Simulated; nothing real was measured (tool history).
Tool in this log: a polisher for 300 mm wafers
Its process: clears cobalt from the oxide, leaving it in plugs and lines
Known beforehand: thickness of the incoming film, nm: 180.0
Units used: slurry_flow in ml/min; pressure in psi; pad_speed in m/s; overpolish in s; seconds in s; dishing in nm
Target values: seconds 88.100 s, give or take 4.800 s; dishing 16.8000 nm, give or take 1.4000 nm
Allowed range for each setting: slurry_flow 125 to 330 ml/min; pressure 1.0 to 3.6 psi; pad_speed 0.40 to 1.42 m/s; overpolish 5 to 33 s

{"run": 1, "day": 0.0, "slurry_flow": 210, "pressure": 2.3, "pad_speed": 0.9, "overpolish": 17, "seconds": 42.1, "dishing": 37.35}
{"run": 2, "day": 0.121, "slurry_flow": 210, "pressure": 2.3, "pad_speed": 1.1, "overpolish": 17, "seconds": 34.336, "dishing": 39.455}
{"run": 3, "day": 0.283, "slurry_flow": 200, "pressure": 2.2, "pad_speed": 1.06, "overpolish": 16, "seconds": 37.109, "dishing": 36.868}
{"run": 4, "day": 0.471, "slurry_flow": 190, "pressure": 2.1, "pad_speed": 1.02, "overpolish": 15, "seconds": 41.225, "dishing": 34.165}
{"run": 5, "day": 0.804, "slurry_flow": 190, "pressure": 2.1, "pad_speed": 1.18, "overpolish": 15, "seconds": 35.736, "dishing": 37.8}
{"run": 6, "day": 0.929, "slurry_flow": 195, "pressure": 2.0, "pad_speed": 1.1, "overpolish": 14, "seconds": 39.592, "dishing": 35.117}
{"run": 7, "day": 1.233, "slurry_flow": 190, "pressure": 2.0, "pad_speed": 1.04, "overpolish": 13, "seconds": 42.009, "dishing": 33.385}
{"run": 8, "day": 1.596, "slurry_flow": 185, "pressure": 1.9, "pad_speed": 1.0, "overpolish": 12, "seconds": 47.015, "dishing": 29.866}
{"run": 9, "day": 1.733, "slurry_flow": 180, "pressure": 1.8, "pad_speed": 0.98, "overpolish": 11, "seconds": 49.375, "dishing": 27.328}
{"run": 10, "day": 1.95, "slurry_flow": 170, "pressure": 1.2, "pad_speed": 0.72, "overpolish": 5, "seconds": 100.73, "dishing": 8.4199}
{"run": 11, "day": 2.088, "slurry_flow": 170, "pressure": 1.2, "pad_speed": 0.72, "overpolish": 6, "seconds": 101.43, "dishing": 10.261}
{"run": 12, "day": 2.142, "slurry_flow": 170, "pressure": 1.2, "pad_speed": 0.72, "overpolish": 7, "seconds": 99.248, "dishing": 11.531}
{"run": 13, "day": 2.442, "slurry_flow": 165, "pressure": 1.3, "pad_speed": 0.74, "overpolish": 9, "seconds": 91.409, "dishing": 15.525}
{"run": 14, "day": 2.729, "slurry_flow": 165, "pressure": 1.3, "pad_speed": 0.74, "overpolish": 9, "seconds": 91.053, "dishing": 15.761}
{"run": 15, "day": 2.9, "slurry_flow": 160, "pressure": 1.3, "pad_speed": 0.74, "overpolish": 9, "seconds": 86.549, "dishing": 15.518}
{"run": 16, "day": 2.921, "slurry_flow": 155, "pressure": 1.3, "pad_speed": 0.74, "overpolish": 9, "seconds": 90.483, "dishing": 14.876}

4 next moves are on the table. One of them brings every result within its allowed miss. Which?
{"run": "A", "day": 2.942, "slurry_flow": 150, "pressure": 1.3, "pad_speed": 0.76, "overpolish": 8, "seconds": "?", "dishing": "?"}
{"run": "B", "day": 2.942, "slurry_flow": 205, "pressure": 1.4, "pad_speed": 0.72, "overpolish": 7, "seconds": "?", "dishing": "?"}
{"run": "C", "day": 2.942, "slurry_flow": 190, "pressure": 1.8, "pad_speed": 0.54, "overpolish": 10, "seconds": "?", "dishing": "?"}
{"run": "D", "day": 2.942, "slurry_flow": 145, "pressure": 1.3, "pad_speed": 0.74, "overpolish": 7, "seconds": "?", "dishing": "?"}

move=A seconds=87.786 dishing=14.2180
move=B seconds=83.146 dishing=13.3030
move=C seconds=86.803 dishing=17.2040
move=D seconds=90.458 dishing=12.3850
A: its largest miss is bigger than the last run's
B: its largest miss is bigger than the last run's
C: all results land within tolerance of their targets
D: its largest miss is bigger than the last run's
The move that meets every target is C.

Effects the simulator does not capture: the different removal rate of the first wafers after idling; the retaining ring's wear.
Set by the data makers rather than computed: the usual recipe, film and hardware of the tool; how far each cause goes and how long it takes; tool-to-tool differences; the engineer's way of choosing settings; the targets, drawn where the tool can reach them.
